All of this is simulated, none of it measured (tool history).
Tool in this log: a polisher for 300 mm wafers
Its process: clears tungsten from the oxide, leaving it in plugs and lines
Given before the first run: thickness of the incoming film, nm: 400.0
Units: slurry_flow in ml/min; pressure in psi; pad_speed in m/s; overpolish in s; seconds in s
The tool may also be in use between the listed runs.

| run | hour | slurry_flow | pressure | pad_speed | slurry_solids | overpolish | seconds |
|---|---|---|---|---|---|---|---|
| 1 | 0.0 | 140 | 3.6 | 0.98 | 1.0 | 9 | 95.416 |
| 2 | 2.2 | 145 | 4.0 | 0.98 | 1.0 | 9 | 86.964 |
| 3 | 7.9 | 145 | 4.0 | 0.98 | 0.8 | 9 | 92.831 |
| 4 | 16.9 | 145 | 4.0 | 1.16 | 0.8 | 9 | 78.314 |
| 5 | 17.9 | 145 | 3.4 | 1.16 | 0.8 | 9 | 93.252 |
| 6 | 24.5 | 170 | 3.4 | 1.16 | 0.8 | 9 | 89.572 |
| 7 | 30.6 | 200 | 4.4 | 1.18 | 0.8 | 9 | 66.677 |
| 8 | 33.7 | 200 | 4.5 | 1.18 | 0.8 | 9 | 65.595 |
| 9 | 38.4 | 200 | 4.6 | 1.18 | 0.8 | 9 | 63.969 |
| 10 | 39.7 | 200 | 4.7 | 1.18 | 0.8 | 9 | 63.310 |
| 11 | 47.0 | 200 | 4.8 | 1.18 | 0.8 | 9 | 61.778 |
| 12 | 50.3 | 200 | 4.9 | 1.18 | 0.8 | 9 | 60.999 |

Run 13, settings as shown, results not yet in. Your forecast:
| 13 | 55.2 | 200 | 5.0 | 1.18 | 0.8 | 9 | ? |

{"run 13": {"seconds": 59.19}}
